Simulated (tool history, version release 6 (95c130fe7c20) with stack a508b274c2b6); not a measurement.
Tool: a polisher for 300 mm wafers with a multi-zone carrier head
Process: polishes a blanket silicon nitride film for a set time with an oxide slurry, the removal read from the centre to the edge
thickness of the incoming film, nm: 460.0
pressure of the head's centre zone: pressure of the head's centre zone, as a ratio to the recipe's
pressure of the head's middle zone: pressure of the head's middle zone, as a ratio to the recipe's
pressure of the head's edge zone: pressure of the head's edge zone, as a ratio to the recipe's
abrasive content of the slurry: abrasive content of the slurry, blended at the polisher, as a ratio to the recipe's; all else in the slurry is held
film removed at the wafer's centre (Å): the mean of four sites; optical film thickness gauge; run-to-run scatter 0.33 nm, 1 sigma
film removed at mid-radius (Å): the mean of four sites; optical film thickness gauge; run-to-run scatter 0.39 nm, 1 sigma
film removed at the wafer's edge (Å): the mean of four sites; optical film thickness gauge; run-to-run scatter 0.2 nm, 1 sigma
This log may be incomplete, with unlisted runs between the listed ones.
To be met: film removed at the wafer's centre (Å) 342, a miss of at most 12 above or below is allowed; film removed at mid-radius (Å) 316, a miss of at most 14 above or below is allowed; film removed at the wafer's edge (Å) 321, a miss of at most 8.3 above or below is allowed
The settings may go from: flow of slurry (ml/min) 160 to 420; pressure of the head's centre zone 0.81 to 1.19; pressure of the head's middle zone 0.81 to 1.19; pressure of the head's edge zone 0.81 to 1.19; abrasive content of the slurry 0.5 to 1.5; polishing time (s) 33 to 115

run	day	flow of slurry (ml/min)	pressure of the head's centre zone	pressure of the head's middle zone	pressure of the head's edge zone	abrasive content of the slurry	polishing time (s)	film removed at the wafer's centre (Å)	film removed at mid-radius (Å)	film removed at the wafer's edge (Å)
1	0	270	1	1	1	1	73	486.19	470.9	486.66
2	0.05	270	1	1	1	1	60	387.93	390.15	396.81
3	0.404	270	1	1	1	0.8	60	335.62	327.96	341.98
4	0.658	270	1	1.08	1	0.8	60	341.53	342.65	339.15
5	0.788	270	1	1.08	1	0.9	60	364.21	374.75	369.34
6	1.096	260	1.01	1.04	0.96	0.85	60	354.39	354.84	350.08
7	1.421	260	1.02	1.02	0.95	0.8	60	342.85	330.09	333.18
8	1.629	255	1.03	1.01	0.94	0.8	60	347.57	328.84	329.47

Consider the 4 candidate settings below. Which is the only one whose results all fall within their allowed miss of target?
A	1.838	220	1.05	1.13	0.92	0.8	63	?	?	?
B	1.838	270	1.02	0.84	1.06	0.65	70	?	?	?
C	1.838	255	0.95	1.19	0.83	1.05	52	?	?	?
D	1.838	365	1.05	0.92	0.97	0.85	54	?	?	?

move	film removed at the wafer's centre (Å)	film removed at mid-radius (Å)	film removed at the wafer's edge (Å)
A	358.16	362.46	337.72
B	329.78	299.84	340.4
C	329.35	377.5	325.21
D	342.58	313.37	325.27
A: moves away from the targets compared with the last run
B: moves away from the targets compared with the last run
C: meets the target for the result that was furthest off, but another lies outside its allowed miss
D: meets every target
Go with D: it meets all targets.
